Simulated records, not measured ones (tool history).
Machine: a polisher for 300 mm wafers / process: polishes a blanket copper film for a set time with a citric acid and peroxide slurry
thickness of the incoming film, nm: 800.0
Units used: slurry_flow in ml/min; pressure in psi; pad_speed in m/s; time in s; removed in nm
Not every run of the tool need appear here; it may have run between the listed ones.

run 1 hour=0.0 | slurry_flow=140 pressure=3.4 pad_speed=0.82 slurry_solids=1.0 time=119 | removed=284.25
run 2 hour=8.3 | slurry_flow=135 pressure=3.1 pad_speed=0.82 slurry_solids=1.0 time=119 | removed=262.79
run 3 hour=16.7 | slurry_flow=135 pressure=3.1 pad_speed=0.94 slurry_solids=1.0 time=119 | removed=301.77
run 4 hour=21.3 | slurry_flow=130 pressure=2.7 pad_speed=0.94 slurry_solids=1.0 time=119 | removed=261.65
run 5 hour=25.5 | slurry_flow=130 pressure=2.7 pad_speed=0.76 slurry_solids=1.0 time=119 | removed=211.30
run 6 hour=26.2 | slurry_flow=130 pressure=2.7 pad_speed=0.76 slurry_solids=1.0 time=119 | removed=212.15
run 7 hour=29.0 | slurry_flow=125 pressure=2.7 pad_speed=0.76 slurry_solids=1.0 time=119 | removed=211.52

Run 8 comes next. What will it give?
run 8 hour=30.9 | slurry_flow=120 pressure=2.7 pad_speed=0.76 slurry_solids=1.0 time=119 | removed=?

{"run 8": {"removed": 206.35}}

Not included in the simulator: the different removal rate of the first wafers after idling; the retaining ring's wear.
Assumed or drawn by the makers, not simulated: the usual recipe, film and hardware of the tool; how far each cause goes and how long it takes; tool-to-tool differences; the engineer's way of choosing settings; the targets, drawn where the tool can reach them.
